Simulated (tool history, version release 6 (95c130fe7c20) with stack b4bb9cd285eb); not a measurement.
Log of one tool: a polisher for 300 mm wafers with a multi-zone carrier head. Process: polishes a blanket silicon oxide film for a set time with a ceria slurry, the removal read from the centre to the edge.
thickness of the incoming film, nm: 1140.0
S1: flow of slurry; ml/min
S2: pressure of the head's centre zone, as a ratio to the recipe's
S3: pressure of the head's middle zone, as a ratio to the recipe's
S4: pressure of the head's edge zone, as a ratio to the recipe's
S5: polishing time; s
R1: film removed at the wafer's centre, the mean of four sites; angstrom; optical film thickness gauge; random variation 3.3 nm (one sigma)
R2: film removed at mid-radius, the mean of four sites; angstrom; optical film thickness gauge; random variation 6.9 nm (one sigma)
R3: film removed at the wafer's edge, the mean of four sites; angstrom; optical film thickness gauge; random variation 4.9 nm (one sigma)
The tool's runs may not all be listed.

{"run": 1, "hour": 0.0, "S1": 315, "S2": 1, "S3": 1, "S4": 1, "S5": 55, "R1": 3616.3, "R2": 3581.2, "R3": 3587.4}
{"run": 2, "hour": 0.7, "S1": 315, "S2": 1, "S3": 1, "S4": 1, "S5": 45, "R1": 2955.9, "R2": 3009.2, "R3": 2904.6}
{"run": 3, "hour": 4.4, "S1": 315, "S2": 1, "S3": 1, "S4": 1, "S5": 39, "R1": 2545, "R2": 2536.6, "R3": 2494}
{"run": 4, "hour": 7.9, "S1": 315, "S2": 0.92, "S3": 1, "S4": 1, "S5": 39, "R1": 2343.6, "R2": 2539.5, "R3": 2513.9}
{"run": 5, "hour": 15.2, "S1": 320, "S2": 0.94, "S3": 1.05, "S4": 1, "S5": 46, "R1": 2795.4, "R2": 3168.7, "R3": 2954.2}
{"run": 6, "hour": 18.2, "S1": 320, "S2": 1.01, "S3": 1.05, "S4": 1, "S5": 46, "R1": 3002.6, "R2": 3165.5, "R3": 3005.7}
{"run": 7, "hour": 24.1, "S1": 335, "S2": 1.02, "S3": 1.09, "S4": 0.99, "S5": 50, "R1": 3335.3, "R2": 3520, "R3": 3249.9}

Run 8 comes next. What will it give?
{"run": 8, "hour": 24.9, "S1": 320, "S2": 0.94, "S3": 1.19, "S4": 0.93, "S5": 65, "R1": "?", "R2": "?", "R3": "?"}

{"run 8": {"R1": 4058.2, "R2": 4972.9, "R3": 4050.4}}

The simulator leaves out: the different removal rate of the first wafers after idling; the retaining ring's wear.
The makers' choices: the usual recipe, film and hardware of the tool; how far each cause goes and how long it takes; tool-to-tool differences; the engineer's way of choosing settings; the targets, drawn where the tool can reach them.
